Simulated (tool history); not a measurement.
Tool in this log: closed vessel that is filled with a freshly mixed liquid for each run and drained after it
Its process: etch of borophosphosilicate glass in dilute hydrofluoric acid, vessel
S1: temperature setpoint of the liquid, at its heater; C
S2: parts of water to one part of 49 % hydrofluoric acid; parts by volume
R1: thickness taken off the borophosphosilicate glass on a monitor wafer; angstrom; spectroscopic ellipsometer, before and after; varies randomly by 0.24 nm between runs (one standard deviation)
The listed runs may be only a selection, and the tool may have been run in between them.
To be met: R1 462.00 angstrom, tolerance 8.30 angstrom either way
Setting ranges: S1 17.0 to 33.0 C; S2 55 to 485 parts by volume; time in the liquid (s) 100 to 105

run 1 hour=0.0 | S1=25.0 S2=270 time_in_the_liquid_(s)=100 | R1=157.35
run 2 hour=5.4 | S1=28.0 S2=270 time_in_the_liquid_(s)=100 | R1=173.86
run 3 hour=11.5 | S1=29.5 S2=215 time_in_the_liquid_(s)=100 | R1=244.78
run 4 hour=17.2 | S1=30.5 S2=180 time_in_the_liquid_(s)=100 | R1=316.84
run 5 hour=21.5 | S1=33.0 S2=180 time_in_the_liquid_(s)=100 | R1=346.63
-- hour=28.0 thermometer replaced
run 6 hour=28.0 | S1=33.0 S2=250 time_in_the_liquid_(s)=100 | R1=217.43
run 7 hour=30.8 | S1=33.0 S2=250 time_in_the_liquid_(s)=100 | R1=217.31
run 8 hour=38.0 | S1=33.0 S2=210 time_in_the_liquid_(s)=100 | R1=271.18
run 9 hour=38.7 | S1=33.0 S2=180 time_in_the_liquid_(s)=100 | R1=329.80

Next run, 4 choices. One meets every target within its allowed miss, the rest don't. Which?
run A hour=39.4 | S1=32.5 S2=260 time_in_the_liquid_(s)=100 | R1=?
run B hour=39.4 | S1=32.0 S2=150 time_in_the_liquid_(s)=100 | R1=?
run C hour=39.4 | S1=33.0 S2=155 time_in_the_liquid_(s)=105 | R1=?
run D hour=39.4 | S1=32.5 S2=140 time_in_the_liquid_(s)=105 | R1=?

move=A R1=203.94
move=B R1=400.23
move=C R1=418.25
move=D R1=464.67
A: further off than the last run
B: gains on the last run, yet a result remains outside its allowed miss
C: gains on the last run, yet a result remains outside its allowed miss
D: every result within its allowed miss
Move D is the one to make.
